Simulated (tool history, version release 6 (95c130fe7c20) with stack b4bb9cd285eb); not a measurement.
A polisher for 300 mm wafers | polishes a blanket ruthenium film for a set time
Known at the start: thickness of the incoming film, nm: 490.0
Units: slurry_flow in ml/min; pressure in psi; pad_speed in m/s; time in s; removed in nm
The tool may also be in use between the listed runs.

{"run": 1, "hour": 0.0, "slurry_flow": 290, "pressure": 2.8, "pad_speed": 0.82, "time": 118, "removed": 123.97}
{"run": 2, "hour": 6.5, "slurry_flow": 290, "pressure": 2.5, "pad_speed": 0.82, "time": 118, "removed": 112.93}
{"run": 3, "hour": 15.1, "slurry_flow": 290, "pressure": 2.5, "pad_speed": 0.82, "time": 123, "removed": 119.11}
{"run": 4, "hour": 22.8, "slurry_flow": 290, "pressure": 2.5, "pad_speed": 0.82, "time": 118, "removed": 114.67}
{"run": 5, "hour": 26.6, "slurry_flow": 290, "pressure": 1.9, "pad_speed": 0.82, "time": 118, "removed": 89.913}
{"run": 6, "hour": 30.8, "slurry_flow": 290, "pressure": 1.9, "pad_speed": 0.82, "time": 123, "removed": 95.524}
{"run": 7, "hour": 35.1, "slurry_flow": 290, "pressure": 1.8, "pad_speed": 0.82, "time": 123, "removed": 88.127}

Forecast run 8:
{"run": 8, "hour": 37.0, "slurry_flow": 290, "pressure": 1.7, "pad_speed": 0.82, "time": 123, "removed": "?"}

removed: 86.724 nm
